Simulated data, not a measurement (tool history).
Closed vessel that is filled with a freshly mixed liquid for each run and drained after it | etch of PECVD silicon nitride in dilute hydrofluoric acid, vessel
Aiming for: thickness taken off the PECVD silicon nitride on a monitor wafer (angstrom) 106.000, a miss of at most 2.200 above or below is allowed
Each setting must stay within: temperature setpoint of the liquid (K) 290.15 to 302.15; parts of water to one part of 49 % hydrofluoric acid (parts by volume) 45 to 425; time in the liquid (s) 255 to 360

run  hour  temperature setpoint of the liquid (K)  parts of water to one part of 49 % hydrofluoric acid (parts by volume)  time in the liquid (s)  thickness taken off the PECVD silicon nitride on a monitor wafer (angstrom)
  1   0.0                                  294.15                                                                     235                     360                                                                       93.699
  2   1.6                                  295.15                                                                     235                     360                                                                      100.040
  3   2.3                                  295.65                                                                     235                     360                                                                      103.070
  4  10.8                                  295.65                                                                     150                     360                                                                      162.300
  5  19.3                                  297.15                                                                     150                     360                                                                      176.790
  6  28.3                                  296.65                                                                     150                     360                                                                      170.840
  7  35.8                                  296.15                                                                     150                     360                                                                      164.890
  8  43.8                                  295.65                                                                     150                     360                                                                      160.500
  9  52.4                                  295.15                                                                     150                     360                                                                      156.170
 10  55.3                                  291.15                                                                     175                     360                                                                      103.040

Of the 4 settings listed for the next run, only one would bring every result within its allowed miss of target. Which one?
  A  58.2                                  292.15                                                                     185                     345                                                                            ?
  B  58.2                                  294.15                                                                     215                     350                                                                            ?
  C  58.2                                  291.15                                                                     165                     350                                                                            ?
  D  58.2                                  290.65                                                                     170                     350                                                                            ?

move  thickness taken off the PECVD silicon nitride on a monitor wafer (angstrom)
   A                                                                       99.374
   B                                                                       98.900
   C                                                                      105.560
   D                                                                       99.191
A: the biggest miss grows against the last run
B: the biggest miss grows against the last run
C: all results land within tolerance of their targets
D: the biggest miss grows against the last run
Move C is the one to make.
